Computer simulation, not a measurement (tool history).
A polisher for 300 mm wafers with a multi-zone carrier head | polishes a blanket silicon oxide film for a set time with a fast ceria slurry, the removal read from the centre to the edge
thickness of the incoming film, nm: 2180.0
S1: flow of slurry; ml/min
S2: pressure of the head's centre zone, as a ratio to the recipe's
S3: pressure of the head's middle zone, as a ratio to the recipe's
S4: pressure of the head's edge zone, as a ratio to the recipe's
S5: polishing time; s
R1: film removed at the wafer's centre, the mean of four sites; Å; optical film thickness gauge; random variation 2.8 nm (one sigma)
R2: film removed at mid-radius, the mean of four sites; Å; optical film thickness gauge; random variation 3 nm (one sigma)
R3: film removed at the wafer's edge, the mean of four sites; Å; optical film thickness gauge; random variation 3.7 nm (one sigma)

Run 1, hour 0.0: S1 245 ml/min, S2 1.00, S3 1.00, S4 1.00, S5 35 s. Result: R1 3776.5 Å, R2 3603.1 Å, R3 3811.3 Å.
Run 2, hour 1.8: S1 245 ml/min, S2 1.00, S3 1.00, S4 1.00, S5 43 s. Result: R1 4731.5 Å, R2 4464.7 Å, R3 4599.9 Å.
Run 3, hour 6.7: S1 235 ml/min, S2 0.99, S3 0.95, S4 0.98, S5 37 s. Result: R1 3986.8 Å, R2 3676.6 Å, R3 3956.8 Å.
Run 4, hour 14.9: S1 235 ml/min, S2 0.99, S3 0.95, S4 0.98, S5 30 s. Result: R1 3210.2 Å, R2 3024.5 Å, R3 3196.3 Å.
Run 5, hour 19.3: S1 230 ml/min, S2 0.98, S3 0.91, S4 1.01, S5 28 s. Result: R1 2939.5 Å, R2 2672.6 Å, R3 3015.1 Å.
Run 6, hour 26.0: S1 230 ml/min, S2 0.98, S3 0.91, S4 1.01, S5 36 s. Result: R1 3849.9 Å, R2 3432.3 Å, R3 3813.7 Å.
Run 7, hour 32.0: S1 225 ml/min, S2 0.96, S3 0.88, S4 1.03, S5 32 s. Result: R1 3395.7 Å, R2 3043.6 Å, R3 3458.6 Å.
Run 8, hour 36.6: S1 190 ml/min, S2 0.93, S3 0.81, S4 1.11, S5 22 s. Result: R1 2160.5 Å, R2 1830.0 Å, R3 2408.9 Å.
Run 9, hour 39.9: S1 220 ml/min, S2 0.94, S3 0.83, S4 1.12, S5 22 s. Result: R1 2238.4 Å, R2 1947.3 Å, R3 2467.8 Å.

Run 10 comes next. What will it give?
Run 10, hour 48.3: S1 240 ml/min, S2 0.95, S3 0.83, S4 1.13, S5 23 s. Result: R1 ?, R2 ?, R3 ?.

{"run 10": {"R1": 2371.3, "R2": 2043.9, "R3": 2635.2}}

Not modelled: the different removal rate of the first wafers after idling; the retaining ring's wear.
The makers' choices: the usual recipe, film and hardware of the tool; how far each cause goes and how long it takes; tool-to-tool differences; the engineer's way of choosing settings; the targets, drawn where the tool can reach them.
